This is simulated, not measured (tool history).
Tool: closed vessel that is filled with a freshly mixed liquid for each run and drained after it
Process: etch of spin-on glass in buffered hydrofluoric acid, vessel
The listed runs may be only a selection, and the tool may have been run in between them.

run  hour  temperature setpoint of the liquid (C)  parts of 40 % ammonium fluoride to one part of 49 % hydrofluoric acid (parts by volume)  time in the liquid (s)  thickness taken off the spin-on glass on a monitor wafer (nm)
  1   0.0                                    21.0                                                                                     12.0                      90                                                         248.87
  2   6.9                                    21.0                                                                                     12.0                      95                                                         261.15
  3   8.4                                    20.0                                                                                     12.5                      95                                                         240.51
  4   9.6                                    20.0                                                                                     14.5                      95                                                         205.35
  5  13.9                                    19.5                                                                                     14.5                      95                                                         199.00
  6  16.0                                    19.5                                                                                     14.5                      95                                                         199.95

Run 7 has not been measured yet. What should we expect?
  7  21.1                                    19.5                                                                                     14.5                      95                                                              ?

Run 7 measured thickness taken off the spin-on glass on a monitor wafer (nm) 199.41.

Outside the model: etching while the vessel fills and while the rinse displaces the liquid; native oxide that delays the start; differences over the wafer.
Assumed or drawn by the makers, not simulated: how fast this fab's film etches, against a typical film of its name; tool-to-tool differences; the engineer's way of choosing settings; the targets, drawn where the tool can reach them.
